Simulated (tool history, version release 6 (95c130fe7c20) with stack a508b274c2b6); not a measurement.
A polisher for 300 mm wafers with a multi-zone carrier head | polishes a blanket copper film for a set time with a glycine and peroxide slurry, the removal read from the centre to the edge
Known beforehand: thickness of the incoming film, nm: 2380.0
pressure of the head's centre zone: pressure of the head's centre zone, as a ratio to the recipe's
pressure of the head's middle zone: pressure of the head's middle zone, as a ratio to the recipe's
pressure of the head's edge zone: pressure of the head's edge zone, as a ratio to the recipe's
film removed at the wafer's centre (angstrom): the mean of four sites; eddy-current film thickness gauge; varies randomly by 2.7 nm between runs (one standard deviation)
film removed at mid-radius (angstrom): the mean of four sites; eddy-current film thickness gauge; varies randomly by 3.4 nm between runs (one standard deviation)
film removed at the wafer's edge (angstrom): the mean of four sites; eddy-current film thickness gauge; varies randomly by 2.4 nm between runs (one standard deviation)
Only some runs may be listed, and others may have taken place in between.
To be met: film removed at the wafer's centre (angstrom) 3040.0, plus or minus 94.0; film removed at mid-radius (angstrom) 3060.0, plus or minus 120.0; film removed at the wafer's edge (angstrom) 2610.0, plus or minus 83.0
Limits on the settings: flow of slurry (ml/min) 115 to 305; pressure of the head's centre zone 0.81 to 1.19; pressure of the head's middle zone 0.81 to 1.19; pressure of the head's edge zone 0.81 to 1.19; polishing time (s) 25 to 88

run  hour  flow of slurry (ml/min)  pressure of the head's centre zone  pressure of the head's middle zone  pressure of the head's edge zone  polishing time (s)  film removed at the wafer's centre (angstrom)  film removed at mid-radius (angstrom)  film removed at the wafer's edge (angstrom)
  1   0.0                      195                                1.00                                1.00                              1.00                  56                                         3293.6                                 3226.2                                       3219.3
  2   5.7                      195                                1.00                                1.00                              1.00                  70                                         4106.4                                 4092.7                                       3930.2
  3  13.5                      195                                1.00                                1.01                              0.98                  68                                         3968.6                                 4011.7                                       3780.4
  4  21.8                      195                                0.97                                1.01                              0.98                  68                                         3843.9                                 4052.8                                       3849.5
  5  25.1                      195                                0.97                                1.01                              0.94                  68                                         3822.1                                 3987.7                                       3695.4
  6  30.5                      195                                0.98                                1.01                              0.93                  66                                         3840.2                                 3851.9                                       3647.0
  7  37.0                      195                                0.98                                1.03                              0.92                  64                                         3687.4                                 3913.4                                       3448.4
  8  44.0                      175                                1.02                                0.97                              0.82                  50                                         2961.8                                 2808.1                                       2549.9

Exercise: of the 5 proposed moves below, exactly one satisfies all targets within the stated allowed misses. Which move is it?
  A  51.0                      165                                1.06                                0.91                              0.92                  47                                              ?                                      ?                                            ?
  B  51.0                      165                                1.02                                1.03                              0.81                  51                                              ?                                      ?                                            ?
  C  51.0                      180                                1.04                                0.90                              0.88                  46                                              ?                                      ?                                            ?
  D  51.0                      150                                1.07                                0.92                              0.83                  48                                              ?                                      ?                                            ?
  E  51.0                      215                                1.03                                1.09                              0.81                  47                                              ?                                      ?                                            ?

move  film removed at the wafer's centre (angstrom)  film removed at mid-radius (angstrom)  film removed at the wafer's edge (angstrom)
   A                                         2933.9                                 2541.2                                       2555.1
   B                                         3065.2                                 3060.9                                       2614.1
   C                                         2841.8                                 2484.3                                       2464.9
   D                                         2995.6                                 2596.5                                       2474.5
   E                                         2930.5                                 3030.8                                       2449.6
A: its largest miss is bigger than the last run's
B: all results land within tolerance of their targets
C: its largest miss is bigger than the last run's
D: its largest miss is bigger than the last run's
E: meets the target for the result that was furthest off, but another lies outside its allowed miss
Go with B: it meets all targets.
